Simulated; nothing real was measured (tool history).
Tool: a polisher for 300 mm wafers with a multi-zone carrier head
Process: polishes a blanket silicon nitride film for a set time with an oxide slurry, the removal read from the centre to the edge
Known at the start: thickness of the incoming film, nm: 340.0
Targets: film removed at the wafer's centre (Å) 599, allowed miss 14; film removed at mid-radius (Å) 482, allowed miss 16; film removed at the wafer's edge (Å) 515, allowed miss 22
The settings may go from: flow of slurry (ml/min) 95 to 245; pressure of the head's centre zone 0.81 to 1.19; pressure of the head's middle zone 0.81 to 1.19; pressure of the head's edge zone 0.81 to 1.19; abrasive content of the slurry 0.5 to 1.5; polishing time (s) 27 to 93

| run | hour | flow of slurry (ml/min) | pressure of the head's centre zone | pressure of the head's middle zone | pressure of the head's edge zone | abrasive content of the slurry | polishing time (s) | film removed at the wafer's centre (Å) | film removed at mid-radius (Å) | film removed at the wafer's edge (Å) |
|---|---|---|---|---|---|---|---|---|---|---|
| 1 | 0 | 155 | 1 | 1 | 1 | 1 | 59 | 605.67 | 622.21 | 593.92 |
| 2 | 7.5 | 155 | 1 | 1 | 1 | 1 | 52 | 535.72 | 547.72 | 514.26 |
| 3 | 9 | 160 | 1.01 | 0.98 | 1 | 1 | 52 | 540.36 | 547.41 | 536.8 |
| 4 | 11.6 | 160 | 1.01 | 0.98 | 1 | 0.85 | 52 | 497.77 | 503.8 | 500.66 |
| 5 | 15.6 | 130 | 1.01 | 0.98 | 1 | 0.85 | 52 | 471.04 | 473.2 | 471.94 |
|  | 17.7 | slurry nozzle cleaned |
| 6 | 17.7 | 130 | 1.01 | 0.98 | 1 | 0.85 | 61 | 587.85 | 585.76 | 577.28 |
| 7 | 22.6 | 125 | 1.02 | 0.96 | 0.98 | 0.85 | 61 | 580.73 | 565.36 | 562.55 |
| 8 | 29.8 | 120 | 1.03 | 0.94 | 0.97 | 0.85 | 61 | 585.79 | 553.57 | 563.91 |

5 next moves are on the table. One of them brings every result within its allowed miss. Which?
| A | 37 | 120 | 0.88 | 0.99 | 0.98 | 1 | 66 | ? | ? | ? |
| B | 37 | 125 | 1.06 | 0.87 | 0.99 | 0.8 | 63 | ? | ? | ? |
| C | 37 | 95 | 1.14 | 0.86 | 0.81 | 0.9 | 59 | ? | ? | ? |
| D | 37 | 130 | 1.02 | 1.09 | 0.88 | 0.95 | 56 | ? | ? | ? |
| E | 37 | 110 | 1.1 | 0.85 | 0.84 | 0.75 | 69 | ? | ? | ? |

| move | film removed at the wafer's centre (Å) | film removed at mid-radius (Å) | film removed at the wafer's edge (Å) |
|---|---|---|---|
| A | 606.3 | 686.16 | 649.9 |
| B | 604.65 | 527.46 | 558.05 |
| C | 597.36 | 490.2 | 504.83 |
| D | 576.28 | 625.69 | 526.67 |
| E | 638.12 | 531.67 | 552.12 |
A: further off than the last run
B: nearer than the last run, and not there yet
C: meets every target
D: further off than the last run
E: nearer than the last run, and not there yet
Move C is the one to make.

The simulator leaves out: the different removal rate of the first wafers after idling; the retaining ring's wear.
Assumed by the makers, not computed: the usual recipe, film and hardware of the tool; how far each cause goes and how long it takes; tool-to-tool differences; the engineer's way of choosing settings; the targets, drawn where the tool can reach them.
